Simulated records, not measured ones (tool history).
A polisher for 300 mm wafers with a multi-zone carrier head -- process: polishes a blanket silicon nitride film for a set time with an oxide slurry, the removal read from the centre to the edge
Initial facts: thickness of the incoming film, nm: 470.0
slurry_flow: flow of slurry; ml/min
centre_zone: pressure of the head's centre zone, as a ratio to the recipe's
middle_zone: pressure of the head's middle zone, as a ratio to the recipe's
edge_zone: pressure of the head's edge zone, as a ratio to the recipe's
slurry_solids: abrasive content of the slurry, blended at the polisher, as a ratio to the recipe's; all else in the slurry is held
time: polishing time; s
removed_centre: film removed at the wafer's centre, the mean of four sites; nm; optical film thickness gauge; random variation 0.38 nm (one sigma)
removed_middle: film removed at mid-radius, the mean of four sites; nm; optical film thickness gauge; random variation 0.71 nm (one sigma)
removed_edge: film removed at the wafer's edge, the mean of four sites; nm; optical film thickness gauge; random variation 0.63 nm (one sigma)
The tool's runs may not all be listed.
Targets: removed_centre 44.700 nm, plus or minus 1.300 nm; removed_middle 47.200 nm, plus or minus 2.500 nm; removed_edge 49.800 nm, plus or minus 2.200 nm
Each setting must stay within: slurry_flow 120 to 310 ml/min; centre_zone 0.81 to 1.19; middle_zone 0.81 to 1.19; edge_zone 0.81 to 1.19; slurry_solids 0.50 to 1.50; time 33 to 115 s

run,hour,slurry_flow,centre_zone,middle_zone,edge_zone,slurry_solids,time,removed_centre,removed_middle,removed_edge
1,0.0,200,1.00,1.00,1.00,1.00,73,50.427,52.286,52.842
2,2.1,165,1.00,1.00,1.00,1.00,73,48.856,51.741,51.076
3,5.5,165,1.00,1.04,1.00,1.00,73,49.220,53.451,50.240
4,10.4,165,0.99,1.03,1.00,1.00,73,47.744,51.239,50.645
5,18.3,165,0.99,1.03,1.00,1.10,73,50.861,51.758,53.554
6,24.2,165,0.99,1.03,1.00,1.10,87,60.930,64.678,61.893
7,28.1,150,0.89,0.93,0.91,0.85,86,49.331,53.505,52.936
8,37.0,150,0.88,0.92,0.91,0.85,86,49.035,53.347,53.939
9,38.8,150,0.88,0.91,0.91,0.85,86,48.666,52.994,53.109
10,45.5,150,0.88,0.90,0.91,0.85,86,48.268,54.924,53.640
11,54.1,145,0.87,0.92,0.92,0.85,86,47.323,54.871,54.578
12,59.6,145,0.87,0.90,0.92,0.85,86,48.482,54.137,53.994
13,60.1,150,0.87,0.89,0.92,0.80,86,47.311,52.079,52.865
14,67.9,150,0.87,0.88,0.92,0.80,86,47.321,50.846,53.613
15,76.2,150,0.87,0.88,0.91,0.80,86,47.350,53.207,53.457
16,76.9,145,0.88,0.88,0.92,0.75,86,46.706,51.294,52.438
17,82.2,145,0.88,0.87,0.92,0.75,86,46.659,49.607,52.343

5 next moves are on the table. One of them brings every result within its allowed miss. Which?
A,87.5,120,0.95,0.93,1.00,0.90,76,?,?,?
B,87.5,120,0.92,0.83,0.91,0.95,82,?,?,?
C,87.5,180,0.93,0.81,0.95,0.70,89,?,?,?
D,87.5,120,0.94,0.81,1.10,0.60,89,?,?,?
E,87.5,140,0.97,0.81,1.01,0.75,84,?,?,?

move,removed_centre,removed_middle,removed_edge
A,45.375,47.346,49.770
B,48.252,48.572,52.169
C,51.884,50.678,55.444
D,47.336,46.101,55.039
E,49.884,47.100,53.560
A: all results in spec
B: misses by more than the last run did
C: misses by more than the last run did
D: misses by more than the last run did
E: misses by more than the last run did
A is the move that brings every result within its allowed miss.

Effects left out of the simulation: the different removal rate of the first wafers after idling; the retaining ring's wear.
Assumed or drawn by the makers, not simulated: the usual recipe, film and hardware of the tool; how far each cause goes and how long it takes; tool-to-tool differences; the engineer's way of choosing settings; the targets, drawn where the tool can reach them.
